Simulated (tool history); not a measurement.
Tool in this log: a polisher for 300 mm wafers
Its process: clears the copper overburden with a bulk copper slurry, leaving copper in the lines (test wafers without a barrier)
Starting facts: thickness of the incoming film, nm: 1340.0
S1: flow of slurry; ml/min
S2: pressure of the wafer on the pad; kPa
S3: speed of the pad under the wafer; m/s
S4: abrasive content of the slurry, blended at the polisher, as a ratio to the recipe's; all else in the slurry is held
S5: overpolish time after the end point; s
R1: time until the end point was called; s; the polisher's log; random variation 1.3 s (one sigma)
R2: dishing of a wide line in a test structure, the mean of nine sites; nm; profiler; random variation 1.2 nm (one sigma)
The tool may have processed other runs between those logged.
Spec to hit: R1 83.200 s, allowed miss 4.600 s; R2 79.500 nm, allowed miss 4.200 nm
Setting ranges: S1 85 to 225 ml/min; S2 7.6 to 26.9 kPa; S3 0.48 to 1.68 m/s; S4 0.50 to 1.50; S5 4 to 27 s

run 1 hour=0.0 | S1=145 S2=17.2 S3=1.08 S4=1.00 S5=14 | R1=132.620 R2=75.743
run 2 hour=0.9 | S1=110 S2=17.2 S3=1.08 S4=1.00 S5=14 | R1=141.510 R2=70.358
run 3 hour=3.6 | S1=110 S2=17.2 S3=1.08 S4=0.90 S5=14 | R1=144.900 R2=73.976
run 4 hour=9.5 | S1=110 S2=17.2 S3=1.08 S4=0.90 S5=19 | R1=147.130 R2=85.233
run 5 hour=16.9 | S1=110 S2=17.2 S3=0.92 S4=0.90 S5=19 | R1=168.520 R2=80.188
run 6 hour=24.2 | S1=110 S2=17.2 S3=1.04 S4=0.90 S5=19 | R1=149.950 R2=85.314
run 7 hour=31.5 | S1=130 S2=19.3 S3=1.08 S4=1.00 S5=15 | R1=122.810 R2=80.994
run 8 hour=36.0 | S1=145 S2=20.7 S3=1.08 S4=1.05 S5=13 | R1=115.520 R2=78.865
run 9 hour=39.1 | S1=155 S2=22.8 S3=1.10 S4=1.10 S5=11 | R1=109.130 R2=75.480
run 10 hour=41.5 | S1=165 S2=24.1 S3=1.14 S4=1.10 S5=10 | R1=94.943 R2=78.612
run 11 hour=43.2 | S1=170 S2=24.8 S3=1.14 S4=1.10 S5=9 | R1=94.818 R2=73.497
run 12 hour=49.9 | S1=170 S2=24.8 S3=1.14 S4=1.10 S5=9 | R1=95.356 R2=70.989

4 next moves are on the table. One of them brings every result within its allowed miss. Which?
run A hour=56.6 | S1=170 S2=24.8 S3=1.12 S4=1.20 S5=10 | R1=? R2=?
run B hour=56.6 | S1=195 S2=26.9 S3=1.00 S4=1.20 S5=10 | R1=? R2=?
run C hour=56.6 | S1=175 S2=26.9 S3=1.40 S4=1.15 S5=8 | R1=? R2=?
run D hour=56.6 | S1=120 S2=26.9 S3=1.38 S4=1.00 S5=9 | R1=? R2=?

move=A R1=96.541 R2=81.222
move=B R1=98.569 R2=80.628
move=C R1=75.573 R2=82.994
move=D R1=84.545 R2=83.308
A: moves away from the targets compared with the last run
B: moves away from the targets compared with the last run
C: carries the result that was furthest off beyond its target, to the other side
D: hits every target within its allowed miss
D is the move that brings every result within its allowed miss.
